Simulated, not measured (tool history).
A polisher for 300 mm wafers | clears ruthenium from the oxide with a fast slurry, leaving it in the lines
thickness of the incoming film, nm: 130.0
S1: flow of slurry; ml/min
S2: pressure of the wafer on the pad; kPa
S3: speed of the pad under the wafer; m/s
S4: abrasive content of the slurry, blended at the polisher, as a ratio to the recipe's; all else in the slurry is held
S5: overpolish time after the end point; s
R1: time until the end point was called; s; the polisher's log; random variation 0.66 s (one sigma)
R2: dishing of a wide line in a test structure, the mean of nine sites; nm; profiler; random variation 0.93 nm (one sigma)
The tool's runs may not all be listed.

{"run": 1, "hour": 0.0, "S1": 285, "S2": 12.4, "S3": 0.8, "S4": 1, "S5": 15, "R1": 61.333, "R2": 27.135}
{"run": 2, "hour": 1.9, "S1": 285, "S2": 13.1, "S3": 0.8, "S4": 1, "S5": 17, "R1": 61.199, "R2": 32.449}
{"run": 3, "hour": 3.4, "S1": 285, "S2": 14.5, "S3": 0.8, "S4": 1, "S5": 18, "R1": 55.469, "R2": 37.762}
{"run": 4, "hour": 7.1, "S1": 285, "S2": 17.2, "S3": 0.8, "S4": 1, "S5": 18, "R1": 45.89, "R2": 45.079}
{"run": 5, "hour": 9.4, "S1": 285, "S2": 17.2, "S3": 0.8, "S4": 1, "S5": 19, "R1": 45.904, "R2": 44.627}
{"run": 6, "hour": 10.7, "S1": 285, "S2": 17.2, "S3": 0.8, "S4": 1.15, "S5": 19, "R1": 42.622, "R2": 48.854}
{"run": 7, "hour": 15.8, "S1": 285, "S2": 16.5, "S3": 0.8, "S4": 1.15, "S5": 20, "R1": 44.596, "R2": 49.994}

Run 8 comes next. What will it give?
{"run": 8, "hour": 23.0, "S1": 285, "S2": 16.5, "S3": 0.8, "S4": 1.15, "S5": 21, "R1": "?", "R2": "?"}

Run 8 gave R1 44.137 s, R2 53.375 nm.

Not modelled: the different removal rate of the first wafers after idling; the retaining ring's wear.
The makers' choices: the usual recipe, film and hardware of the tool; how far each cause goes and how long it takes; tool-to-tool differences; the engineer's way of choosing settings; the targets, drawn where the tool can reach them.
